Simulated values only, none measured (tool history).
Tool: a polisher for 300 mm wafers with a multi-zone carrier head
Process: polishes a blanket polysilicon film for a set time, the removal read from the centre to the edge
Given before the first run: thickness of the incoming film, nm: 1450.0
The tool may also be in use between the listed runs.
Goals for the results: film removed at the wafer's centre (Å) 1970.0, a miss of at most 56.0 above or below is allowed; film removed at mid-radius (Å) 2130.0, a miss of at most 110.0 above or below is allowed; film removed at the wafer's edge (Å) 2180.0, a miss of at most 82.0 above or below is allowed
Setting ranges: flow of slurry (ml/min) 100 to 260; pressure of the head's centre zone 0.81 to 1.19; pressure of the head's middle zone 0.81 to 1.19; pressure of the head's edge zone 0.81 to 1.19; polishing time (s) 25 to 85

| run | hour | flow of slurry (ml/min) | pressure of the head's centre zone | pressure of the head's middle zone | pressure of the head's edge zone | polishing time (s) | film removed at the wafer's centre (Å) | film removed at mid-radius (Å) | film removed at the wafer's edge (Å) |
|---|---|---|---|---|---|---|---|---|---|
| 1 | 0.0 | 165 | 1.00 | 1.00 | 1.00 | 55 | 4287.5 | 4311.4 | 4232.9 |
| 2 | 3.0 | 150 | 0.96 | 0.97 | 0.97 | 47 | 3463.0 | 3583.7 | 3630.8 |
| 3 | 3.7 | 150 | 0.96 | 0.97 | 0.97 | 60 | 4449.9 | 4570.7 | 4607.1 |
| 4 | 12.4 | 135 | 0.94 | 0.95 | 0.93 | 51 | 3653.0 | 3714.1 | 3823.5 |
| 5 | 18.4 | 135 | 0.94 | 0.86 | 0.93 | 51 | 3613.5 | 3526.8 | 3774.3 |
| 6 | 21.8 | 115 | 0.94 | 0.86 | 0.93 | 51 | 3530.5 | 3401.9 | 3836.7 |
| 7 | 26.6 | 120 | 0.91 | 0.85 | 0.90 | 44 | 2931.9 | 2884.0 | 3243.8 |
| 8 | 29.4 | 130 | 0.86 | 0.92 | 0.81 | 29 | 1849.0 | 2052.8 | 2054.3 |
| 9 | 33.7 | 135 | 0.86 | 0.92 | 0.82 | 29 | 1853.5 | 2077.4 | 2023.7 |

Consider the 4 candidate settings below. Which is the only one whose results all fall within their allowed miss of target?
| A | 38.0 | 135 | 0.87 | 0.81 | 0.85 | 33 | ? | ? | ? |
| B | 38.0 | 110 | 0.88 | 0.82 | 0.84 | 34 | ? | ? | ? |
| C | 38.0 | 100 | 0.86 | 0.81 | 0.86 | 35 | ? | ? | ? |
| D | 38.0 | 100 | 0.90 | 0.93 | 0.90 | 31 | ? | ? | ? |

| move | film removed at the wafer's centre (Å) | film removed at mid-radius (Å) | film removed at the wafer's edge (Å) |
|---|---|---|---|
| A | 2158.6 | 2099.3 | 2398.6 |
| B | 2166.2 | 2113.0 | 2400.9 |
| C | 2137.7 | 2118.4 | 2469.5 |
| D | 1983.9 | 2102.1 | 2229.4 |
A: takes the biggest miss from the last run beyond its target
B: takes the biggest miss from the last run beyond its target
C: takes the biggest miss from the last run beyond its target
D: meets every target
The move that meets every target is D.

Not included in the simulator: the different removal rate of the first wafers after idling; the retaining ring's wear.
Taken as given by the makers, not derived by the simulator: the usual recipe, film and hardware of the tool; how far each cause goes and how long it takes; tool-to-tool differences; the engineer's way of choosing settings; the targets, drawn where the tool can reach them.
